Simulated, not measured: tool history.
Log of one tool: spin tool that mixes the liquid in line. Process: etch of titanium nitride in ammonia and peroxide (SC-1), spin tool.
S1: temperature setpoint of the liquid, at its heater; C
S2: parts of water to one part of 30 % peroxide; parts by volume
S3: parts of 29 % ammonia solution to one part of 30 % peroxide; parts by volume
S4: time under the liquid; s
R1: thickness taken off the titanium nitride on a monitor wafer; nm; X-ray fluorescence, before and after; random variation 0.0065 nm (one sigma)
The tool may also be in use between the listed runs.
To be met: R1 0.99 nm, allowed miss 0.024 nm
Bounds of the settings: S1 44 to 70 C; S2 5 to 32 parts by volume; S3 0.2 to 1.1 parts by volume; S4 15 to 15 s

run,day,S1,S2,S3,S4,R1
1,0,60,17.5,0.6,15,2.0825
2,0.238,62.5,17.5,0.6,15,2.4249
3,0.529,62.5,17.5,0.6,15,2.4529
4,0.7,59.5,17.5,0.6,15,2.0196
5,0.767,57,17.5,0.6,15,1.7148
6,1.108,57,17.5,0.7,15,1.7328
7,1.346,57,17.5,0.7,15,1.7601
8,1.638,55,17.5,0.7,15,1.5396
9,1.825,53.5,17.5,0.7,15,1.3943
10,2.183,53.5,17.5,0.7,15,1.3851
11,2.271,52.5,17.5,0.7,15,1.3007
12,2.554,52.5,17.5,0.7,15,1.3131

5 next moves are on the table. One of them brings every result within its allowed miss. Which?
A,2.838,50,22,0.8,15,?
B,2.838,49.5,20,1.1,15,?
C,2.838,48,17.5,0.65,15,?
D,2.838,50.5,20.5,0.75,15,?
E,2.838,47,16,0.8,15,?

move,R1
A,0.98127
B,1.0559
C,0.93218
D,1.0443
E,0.94592
A: meets every target
B: nearer than the last run, and not there yet
C: takes the result that was furthest off past its target
D: nearer than the last run, and not there yet
E: takes the result that was furthest off past its target
Move A is the one to make.
